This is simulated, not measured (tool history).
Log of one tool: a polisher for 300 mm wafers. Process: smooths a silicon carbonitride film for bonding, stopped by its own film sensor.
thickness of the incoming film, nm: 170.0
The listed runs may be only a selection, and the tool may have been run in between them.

| run | hour | flow of slurry (ml/min) | pressure of the wafer on the pad (psi) | speed of the pad under the wafer (m/s) | abrasive content of the slurry | target thickness at which the film sensor stops the polish (Å) | time until the film sensor stopped the polish (s) |
|---|---|---|---|---|---|---|---|
| 1 | 0 | 230 | 2.6 | 1.04 | 1 | 1500 | 71.94 |
| 2 | 3.7 | 230 | 2.6 | 1.04 | 1.1 | 1500 | 71.275 |
| 3 | 6.4 | 230 | 2.6 | 1.04 | 1.1 | 1500 | 69.582 |
| 4 | 14.9 | 230 | 2.3 | 0.96 | 1.1 | 1500 | 83.243 |
| 5 | 19.4 | 230 | 2 | 0.9 | 1.1 | 1500 | 97.425 |
| 6 | 21 | 230 | 2 | 0.9 | 0.9 | 1500 | 111.25 |
| 7 | 28 | 230 | 1.8 | 0.9 | 0.9 | 1500 | 116.7 |
| 8 | 33.7 | 230 | 1.7 | 0.88 | 0.9 | 1500 | 130.49 |

Estimate the outcome of run 9 from the log above:
| 9 | 35 | 230 | 1.7 | 0.88 | 0.9 | 1500 | ? |

time until the film sensor stopped the polish (s): 131.19
